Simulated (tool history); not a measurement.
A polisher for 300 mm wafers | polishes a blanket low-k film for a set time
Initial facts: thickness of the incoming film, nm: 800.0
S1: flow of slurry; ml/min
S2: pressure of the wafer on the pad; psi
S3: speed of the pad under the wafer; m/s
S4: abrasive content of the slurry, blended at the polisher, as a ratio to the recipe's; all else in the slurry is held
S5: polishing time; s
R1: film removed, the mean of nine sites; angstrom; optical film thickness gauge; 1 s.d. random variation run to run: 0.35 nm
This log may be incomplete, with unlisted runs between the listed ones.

| run | day | S1 | S2 | S3 | S4 | S5 | R1 |
|---|---|---|---|---|---|---|---|
| 1 | 0.000 | 250 | 1.9 | 1.22 | 1.0 | 107 | 479.20 |
| 2 | 0.050 | 195 | 1.9 | 1.22 | 1.0 | 107 | 465.47 |
| 3 | 0.083 | 225 | 1.9 | 1.22 | 1.0 | 107 | 475.73 |
| 4 | 0.288 | 225 | 1.9 | 1.48 | 1.0 | 107 | 560.64 |
| 5 | 0.617 | 225 | 1.9 | 1.48 | 1.0 | 107 | 557.24 |
| 6 | 0.758 | 225 | 1.6 | 1.48 | 1.0 | 107 | 483.04 |
| 7 | 0.996 | 225 | 1.4 | 1.38 | 1.0 | 107 | 394.89 |

Expected results for the next run?
| 8 | 1.033 | 225 | 0.9 | 1.28 | 1.0 | 107 | ? |

R1: 244.53 angstrom
